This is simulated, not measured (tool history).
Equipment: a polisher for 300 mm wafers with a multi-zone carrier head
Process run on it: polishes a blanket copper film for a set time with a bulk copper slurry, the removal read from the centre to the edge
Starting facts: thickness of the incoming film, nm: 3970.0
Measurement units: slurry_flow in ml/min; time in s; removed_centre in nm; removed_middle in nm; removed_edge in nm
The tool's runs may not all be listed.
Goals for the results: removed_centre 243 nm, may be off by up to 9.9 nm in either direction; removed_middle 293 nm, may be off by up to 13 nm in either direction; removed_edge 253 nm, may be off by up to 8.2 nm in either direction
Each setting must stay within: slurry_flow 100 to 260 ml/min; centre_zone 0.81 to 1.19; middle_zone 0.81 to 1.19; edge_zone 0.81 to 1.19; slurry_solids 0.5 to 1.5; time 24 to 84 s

{"run": 1, "hour": 0.0, "slurry_flow": 165, "centre_zone": 1, "middle_zone": 1, "edge_zone": 1, "slurry_solids": 1, "time": 54, "removed_centre": 409.92, "removed_middle": 425.39, "removed_edge": 401.31}
{"run": 2, "hour": 8.1, "slurry_flow": 165, "centre_zone": 1.05, "middle_zone": 1, "edge_zone": 1, "slurry_solids": 1, "time": 54, "removed_centre": 436.86, "removed_middle": 426.41, "removed_edge": 403.11}
{"run": 3, "hour": 11.2, "slurry_flow": 165, "centre_zone": 1.05, "middle_zone": 1, "edge_zone": 1, "slurry_solids": 1.1, "time": 54, "removed_centre": 431.93, "removed_middle": 444.31, "removed_edge": 409.51}
{"run": 4, "hour": 14.4, "slurry_flow": 155, "centre_zone": 0.98, "middle_zone": 1.03, "edge_zone": 0.96, "slurry_solids": 1, "time": 48, "removed_centre": 349.94, "removed_middle": 381.8, "removed_edge": 350.69}
{"run": 5, "hour": 16.1, "slurry_flow": 155, "centre_zone": 0.98, "middle_zone": 1.03, "edge_zone": 0.96, "slurry_solids": 1, "time": 40, "removed_centre": 283.81, "removed_middle": 316.31, "removed_edge": 291.81}
{"run": 6, "hour": 17.6, "slurry_flow": 150, "centre_zone": 0.96, "middle_zone": 1.05, "edge_zone": 0.93, "slurry_solids": 0.9, "time": 39, "removed_centre": 267.83, "removed_middle": 304.18, "removed_edge": 265.1}
{"run": 7, "hour": 23.6, "slurry_flow": 140, "centre_zone": 0.94, "middle_zone": 1.05, "edge_zone": 0.92, "slurry_solids": 0.9, "time": 39, "removed_centre": 260.59, "removed_middle": 297.81, "removed_edge": 264.17}
{"run": 8, "hour": 27.0, "slurry_flow": 135, "centre_zone": 0.93, "middle_zone": 1.06, "edge_zone": 0.91, "slurry_solids": 0.9, "time": 39, "removed_centre": 248.31, "removed_middle": 301.38, "removed_edge": 265.18}

Consider the 5 candidate settings below. Which is the only one whose results all fall within their allowed miss of target?
{"run": "A", "hour": 30.4, "slurry_flow": 145, "centre_zone": 0.86, "middle_zone": 1.11, "edge_zone": 0.96, "slurry_solids": 0.9, "time": 39, "removed_centre": "?", "removed_middle": "?", "removed_edge": "?"}
{"run": "B", "hour": 30.4, "slurry_flow": 130, "centre_zone": 0.89, "middle_zone": 1.05, "edge_zone": 0.95, "slurry_solids": 1.05, "time": 38, "removed_centre": "?", "removed_middle": "?", "removed_edge": "?"}
{"run": "C", "hour": 30.4, "slurry_flow": 140, "centre_zone": 0.95, "middle_zone": 1.11, "edge_zone": 0.97, "slurry_solids": 1, "time": 35, "removed_centre": "?", "removed_middle": "?", "removed_edge": "?"}
{"run": "D", "hour": 30.4, "slurry_flow": 170, "centre_zone": 0.87, "middle_zone": 1.19, "edge_zone": 0.87, "slurry_solids": 0.9, "time": 37, "removed_centre": "?", "removed_middle": "?", "removed_edge": "?"}
{"run": "E", "hour": 30.4, "slurry_flow": 140, "centre_zone": 0.93, "middle_zone": 1.1, "edge_zone": 0.92, "slurry_solids": 1, "time": 39, "removed_centre": "?", "removed_middle": "?", "removed_edge": "?"}

move=A removed_centre=230.11 removed_middle=322.83 removed_edge=275.12
move=B removed_centre=236.86 removed_middle=307.3 removed_edge=275.72
move=C removed_centre=234.21 removed_middle=297.38 removed_edge=255.25
move=D removed_centre=229.16 removed_middle=335.83 removed_edge=256.2
move=E removed_centre=255.42 removed_middle=328.86 removed_edge=278.2
A: misses by more than the last run did
B: misses by more than the last run did
C: every result lands within tolerance
D: the furthest-off result lands on target, but another misses its tolerance
E: misses by more than the last run did
C is the move that brings every result within its allowed miss.
